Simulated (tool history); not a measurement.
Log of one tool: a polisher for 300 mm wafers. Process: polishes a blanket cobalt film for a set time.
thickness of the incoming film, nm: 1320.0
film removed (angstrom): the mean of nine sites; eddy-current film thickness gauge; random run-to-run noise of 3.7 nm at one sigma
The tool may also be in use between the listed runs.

run	day	flow of slurry (ml/min)	pressure of the wafer on the pad (psi)	speed of the pad under the wafer (m/s)	polishing time (s)	film removed (angstrom)
1	0.000	145	1.9	0.88	57	2184.1
2	0.062	115	1.9	0.88	57	2086.0
3	0.083	115	1.6	0.88	57	1749.5
4	0.412	115	1.9	0.88	57	2043.5
5	0.654	145	1.9	0.88	57	2157.5
6	0.871	110	1.9	0.88	57	2036.6
7	0.896	120	2.1	0.88	57	2244.4
8	1.025	130	2.3	0.88	57	2566.1
9	1.338	140	2.4	0.88	57	2740.4
# day 1.396: worn pad replaced by a new one
10	1.396	150	2.5	0.88	57	3057.8
11	1.738	160	2.5	0.88	57	3117.7

The next listed run, before its measurement:
12	2.062	170	2.5	0.88	57	?

{"run 12": {"film removed (angstrom)": 3132.2}}
